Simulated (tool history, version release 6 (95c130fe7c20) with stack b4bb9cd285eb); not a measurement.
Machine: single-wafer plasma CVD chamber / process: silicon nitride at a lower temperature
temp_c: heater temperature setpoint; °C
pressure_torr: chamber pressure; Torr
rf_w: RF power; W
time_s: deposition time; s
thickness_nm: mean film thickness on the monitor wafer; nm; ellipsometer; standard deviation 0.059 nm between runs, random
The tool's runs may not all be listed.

Run 1, hour 0: temp_c 350 °C, pressure_torr 1.09 Torr, rf_w 280 W, time_s 14.6 s. Result: thickness_nm 15.281 nm.
Run 2, hour 7.9: temp_c 350 °C, pressure_torr 1.06 Torr, rf_w 275 W, time_s 14.6 s. Result: thickness_nm 14.944 nm.
Run 3, hour 12.6: temp_c 360 °C, pressure_torr 1.06 Torr, rf_w 275 W, time_s 14.6 s. Result: thickness_nm 14.838 nm.
Run 4, hour 18.9: temp_c 360 °C, pressure_torr 1.06 Torr, rf_w 295 W, time_s 14.6 s. Result: thickness_nm 15.673 nm.
Run 5, hour 26.8: temp_c 360 °C, pressure_torr 1.03 Torr, rf_w 290 W, time_s 14.6 s. Result: thickness_nm 15.359 nm.
Run 6, hour 28.9: temp_c 367 °C, pressure_torr 1.03 Torr, rf_w 290 W, time_s 14.6 s. Result: thickness_nm 15.383 nm.

Run 7 is up next; what results do you expect?
Run 7, hour 33.3: temp_c 367 °C, pressure_torr 1 Torr, rf_w 285 W, time_s 14.6 s. Result: thickness_nm ?.

{"run 7": {"thickness_nm": 14.983}}
